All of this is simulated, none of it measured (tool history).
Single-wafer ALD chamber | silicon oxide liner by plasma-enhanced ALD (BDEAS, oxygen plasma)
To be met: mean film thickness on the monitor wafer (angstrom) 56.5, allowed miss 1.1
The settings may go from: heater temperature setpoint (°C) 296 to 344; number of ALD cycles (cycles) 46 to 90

| run | day | heater temperature setpoint (°C) | number of ALD cycles (cycles) | mean film thickness on the monitor wafer (angstrom) |
|---|---|---|---|---|
| 1 | 0 | 320 | 68 | 65.476 |
| 2 | 0.329 | 314 | 68 | 66.929 |
| 3 | 0.683 | 320 | 68 | 66.082 |
| 4 | 0.967 | 320 | 78 | 76.268 |
| 5 | 1.012 | 322 | 74 | 71.71 |
|  | 1.321 | thermocouple changed; heater temperature recalibrated |
| 6 | 1.321 | 323 | 71 | 67.205 |
| 7 | 1.429 | 326 | 70 | 66.757 |
| 8 | 1.617 | 327 | 68 | 64.512 |
| 9 | 1.729 | 328 | 66 | 63.01 |
| 10 | 2.071 | 329 | 65 | 61.792 |
| 11 | 2.396 | 332 | 58 | 55.124 |
| 12 | 2.446 | 331 | 58 | 54.594 |
| 13 | 2.654 | 330 | 58 | 54.768 |
| 14 | 2.742 | 329 | 61 | 58.167 |
| 15 | 2.804 | 330 | 61 | 57.869 |

4 next moves are on the table. One of them brings every result within its allowed miss. Which?
| A | 2.867 | 327 | 62 | ? |
| B | 2.867 | 339 | 61 | ? |
| C | 2.867 | 330 | 62 | ? |
| D | 2.867 | 315 | 60 | ? |

| move | mean film thickness on the monitor wafer (angstrom) |
|---|---|
| A | 58.528 |
| B | 56.438 |
| C | 58.237 |
| D | 57.767 |
A: further off than the last run
B: meets every target
C: further off than the last run
D: nearer than the last run, and not there yet
Answer: B

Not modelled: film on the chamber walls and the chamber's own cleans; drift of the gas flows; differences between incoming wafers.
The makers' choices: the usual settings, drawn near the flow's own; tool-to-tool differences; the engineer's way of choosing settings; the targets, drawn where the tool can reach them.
